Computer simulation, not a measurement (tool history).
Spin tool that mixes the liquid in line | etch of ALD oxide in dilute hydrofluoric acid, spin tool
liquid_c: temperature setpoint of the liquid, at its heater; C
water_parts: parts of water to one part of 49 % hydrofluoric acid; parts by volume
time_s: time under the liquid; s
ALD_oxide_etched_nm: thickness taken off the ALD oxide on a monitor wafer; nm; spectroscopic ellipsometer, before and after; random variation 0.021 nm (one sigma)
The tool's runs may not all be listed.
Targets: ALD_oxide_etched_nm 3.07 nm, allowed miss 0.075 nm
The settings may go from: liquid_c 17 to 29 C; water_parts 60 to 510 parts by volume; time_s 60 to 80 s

run	hour	liquid_c	water_parts	time_s	ALD_oxide_etched_nm
1	0	21	285	80	6.3394
2	2.7	24	285	80	7.0431
3	9.9	23.5	300	80	6.56
4	15.6	23	315	80	5.9059
5	23	20	315	80	5.4165
6	29.4	20	215	80	8.587
7	30.5	19.5	235	80	7.5433
8	36.6	19.5	255	80	6.8925
9	39.8	19.5	270	80	6.4304
10	46.8	19.5	285	80	6.0439
11	53.8	19.5	300	80	5.6855
12	58.8	19.5	315	80	5.3085
13	59.8	19.5	325	80	5.0971
14	60.4	19.5	335	80	4.8975
15	68.9	19.5	345	80	4.7352
16	70.7	19.5	355	80	4.5445

4 next moves are on the table. One of them brings every result within its allowed miss. Which?
A	72.5	19.5	280	80	?
B	72.5	19	380	60	?
C	72.5	18.5	225	80	?
D	72.5	28.5	435	60	?

move	ALD_oxide_etched_nm
A	6.1669
B	3.0716
C	7.7684
D	3.4919
A: further off than the last run
B: meets every target
C: further off than the last run
D: nearer than the last run, and not there yet
The right move is B.
